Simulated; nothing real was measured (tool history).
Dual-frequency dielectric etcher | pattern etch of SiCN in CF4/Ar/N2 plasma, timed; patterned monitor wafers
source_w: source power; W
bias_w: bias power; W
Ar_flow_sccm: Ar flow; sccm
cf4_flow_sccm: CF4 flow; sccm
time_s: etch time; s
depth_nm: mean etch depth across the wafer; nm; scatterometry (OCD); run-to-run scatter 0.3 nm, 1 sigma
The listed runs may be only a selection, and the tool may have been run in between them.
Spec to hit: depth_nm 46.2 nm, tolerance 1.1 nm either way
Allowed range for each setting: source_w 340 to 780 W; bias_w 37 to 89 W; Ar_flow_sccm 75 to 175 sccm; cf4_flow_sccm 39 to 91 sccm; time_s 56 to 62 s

Run 1, day 0: source_w 560 W, bias_w 63 W, Ar_flow_sccm 125 sccm, cf4_flow_sccm 65 sccm, time_s 62 s. Result: depth_nm 61.829 nm.
Run 2, day 0.171: source_w 560 W, bias_w 73 W, Ar_flow_sccm 125 sccm, cf4_flow_sccm 65 sccm, time_s 62 s. Result: depth_nm 64.879 nm.
Run 3, day 0.317: source_w 540 W, bias_w 73 W, Ar_flow_sccm 125 sccm, cf4_flow_sccm 65 sccm, time_s 62 s. Result: depth_nm 63.635 nm.
Run 4, day 0.383: source_w 520 W, bias_w 72 W, Ar_flow_sccm 126 sccm, cf4_flow_sccm 65 sccm, time_s 62 s. Result: depth_nm 62.29 nm.
Run 5, day 0.417: source_w 520 W, bias_w 72 W, Ar_flow_sccm 136 sccm, cf4_flow_sccm 65 sccm, time_s 62 s. Result: depth_nm 60.98 nm.
Run 6, day 0.658: source_w 520 W, bias_w 72 W, Ar_flow_sccm 119 sccm, cf4_flow_sccm 65 sccm, time_s 62 s. Result: depth_nm 61.707 nm.
Run 7, day 0.7: source_w 500 W, bias_w 71 W, Ar_flow_sccm 119 sccm, cf4_flow_sccm 65 sccm, time_s 62 s. Result: depth_nm 60.371 nm.
Run 8, day 0.729: source_w 390 W, bias_w 60 W, Ar_flow_sccm 128 sccm, cf4_flow_sccm 62 sccm, time_s 61.5 s. Result: depth_nm 47.343 nm.

5 candidate next runs follow, results not yet known. Just one meets every target within its allowed miss. Identify it.
Run A, day 0.758: source_w 360 W, bias_w 70 W, Ar_flow_sccm 122 sccm, cf4_flow_sccm 66 sccm, time_s 61 s. Result: depth_nm ?.
Run B, day 0.758: source_w 510 W, bias_w 44 W, Ar_flow_sccm 150 sccm, cf4_flow_sccm 71 sccm, time_s 62 s. Result: depth_nm ?.
Run C, day 0.758: source_w 420 W, bias_w 60 W, Ar_flow_sccm 112 sccm, cf4_flow_sccm 54 sccm, time_s 60 s. Result: depth_nm ?.
Run D, day 0.758: source_w 380 W, bias_w 70 W, Ar_flow_sccm 140 sccm, cf4_flow_sccm 67 sccm, time_s 57.5 s. Result: depth_nm ?.
Run E, day 0.758: source_w 440 W, bias_w 63 W, Ar_flow_sccm 130 sccm, cf4_flow_sccm 65 sccm, time_s 57 s. Result: depth_nm ?.

move  depth_nm
   A    48.987
   B    49.454
   C    49.265
   D    46.333
   E    48.605
A: moves away from the targets compared with the last run
B: moves away from the targets compared with the last run
C: moves away from the targets compared with the last run
D: in spec on every target
E: moves away from the targets compared with the last run
The move that meets every target is D.

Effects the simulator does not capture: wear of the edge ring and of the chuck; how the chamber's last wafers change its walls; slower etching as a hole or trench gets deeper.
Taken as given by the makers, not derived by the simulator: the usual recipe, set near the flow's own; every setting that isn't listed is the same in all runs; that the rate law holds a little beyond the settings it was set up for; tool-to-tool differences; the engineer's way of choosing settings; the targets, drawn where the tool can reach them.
